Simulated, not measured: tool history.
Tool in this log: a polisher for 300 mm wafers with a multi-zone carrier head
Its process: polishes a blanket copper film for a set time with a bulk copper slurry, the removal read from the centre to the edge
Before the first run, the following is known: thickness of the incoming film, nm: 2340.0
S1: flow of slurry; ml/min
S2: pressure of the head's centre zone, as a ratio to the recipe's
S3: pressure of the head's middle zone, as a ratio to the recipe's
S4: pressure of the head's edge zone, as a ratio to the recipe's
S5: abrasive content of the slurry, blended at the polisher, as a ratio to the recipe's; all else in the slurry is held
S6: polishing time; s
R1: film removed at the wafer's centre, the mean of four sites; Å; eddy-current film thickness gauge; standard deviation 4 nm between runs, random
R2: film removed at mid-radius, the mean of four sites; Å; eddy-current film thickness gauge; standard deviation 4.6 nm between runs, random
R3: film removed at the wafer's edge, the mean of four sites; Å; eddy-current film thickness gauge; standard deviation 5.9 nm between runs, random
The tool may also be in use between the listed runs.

| run | day | S1 | S2 | S3 | S4 | S5 | S6 | R1 | R2 | R3 |
|---|---|---|---|---|---|---|---|---|---|---|
| 1 | 0 | 290 | 1 | 1 | 1 | 1 | 76 | 7091.3 | 7194.1 | 7114.5 |
| 2 | 0.367 | 230 | 1 | 1 | 1 | 1 | 76 | 6794.6 | 6879.9 | 6861 |
| 3 | 0.529 | 225 | 0.99 | 1 | 0.98 | 0.9 | 72 | 6270.2 | 6455.8 | 6312.9 |
| 4 | 0.804 | 225 | 0.99 | 1.07 | 0.98 | 0.9 | 72 | 6168.7 | 6841.6 | 6190.1 |
| 5 | 0.904 | 225 | 0.99 | 1.07 | 0.98 | 1.1 | 72 | 6494.5 | 7006.2 | 6545.6 |
| 6 | 1.012 | 225 | 0.99 | 1.07 | 0.98 | 1.2 | 72 | 6553.7 | 7239 | 6544.4 |
| 7 | 1.321 | 220 | 0.98 | 1.06 | 0.97 | 1.1 | 68 | 6056.6 | 6721.2 | 6050.1 |

For run 8, what comes out?
| 8 | 1.521 | 215 | 0.97 | 1.04 | 0.97 | 1 | 65 | ? | ? | ? |

R1: 5625.9 Å
R2: 6154.6 Å
R3: 5748.9 Å
